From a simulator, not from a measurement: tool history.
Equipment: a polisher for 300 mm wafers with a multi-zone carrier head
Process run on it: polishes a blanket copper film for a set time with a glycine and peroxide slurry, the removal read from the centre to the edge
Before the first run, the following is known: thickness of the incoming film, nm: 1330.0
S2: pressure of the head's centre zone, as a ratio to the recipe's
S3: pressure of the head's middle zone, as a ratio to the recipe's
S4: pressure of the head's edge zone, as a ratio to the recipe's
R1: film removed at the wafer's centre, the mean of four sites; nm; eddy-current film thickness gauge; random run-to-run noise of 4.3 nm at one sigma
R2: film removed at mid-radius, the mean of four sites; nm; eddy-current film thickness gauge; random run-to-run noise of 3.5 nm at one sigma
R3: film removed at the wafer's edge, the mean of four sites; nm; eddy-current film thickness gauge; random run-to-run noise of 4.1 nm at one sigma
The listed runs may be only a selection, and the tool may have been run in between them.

Run 1, hour 0: flow of slurry (ml/min) 260, S2 1, S3 1, S4 1, polishing time (s) 78. Result: R1 316.93 nm, R2 310.52 nm, R3 311.38 nm.
Run 2, hour 4.3: flow of slurry (ml/min) 260, S2 0.95, S3 1, S4 1, polishing time (s) 78. Result: R1 296.92 nm, R2 307.12 nm, R3 308.29 nm.
Run 3, hour 11.5: flow of slurry (ml/min) 260, S2 0.95, S3 1, S4 1.06, polishing time (s) 78. Result: R1 295.82 nm, R2 309.3 nm, R3 324.63 nm.
Run 4, hour 12.7: flow of slurry (ml/min) 260, S2 0.91, S3 1, S4 1.06, polishing time (s) 78. Result: R1 284.26 nm, R2 311.6 nm, R3 315.94 nm.
Run 5, hour 19.2: flow of slurry (ml/min) 260, S2 0.91, S3 1, S4 1.13, polishing time (s) 78. Result: R1 282.68 nm, R2 307.54 nm, R3 330.05 nm.
Run 6, hour 25.7: flow of slurry (ml/min) 270, S2 0.96, S3 1.02, S4 1.13, polishing time (s) 79. Result: R1 309.03 nm, R2 326.17 nm, R3 333.86 nm.

Run 7, settings as shown, results not yet in. Your forecast:
Run 7, hour 29.6: flow of slurry (ml/min) 275, S2 0.99, S3 1.01, S4 1.14, polishing time (s) 80. Result: R1 ?, R2 ?, R3 ?.

Run 7 measured R1 319.71 nm, R2 320.3 nm, R3 342.57 nm.
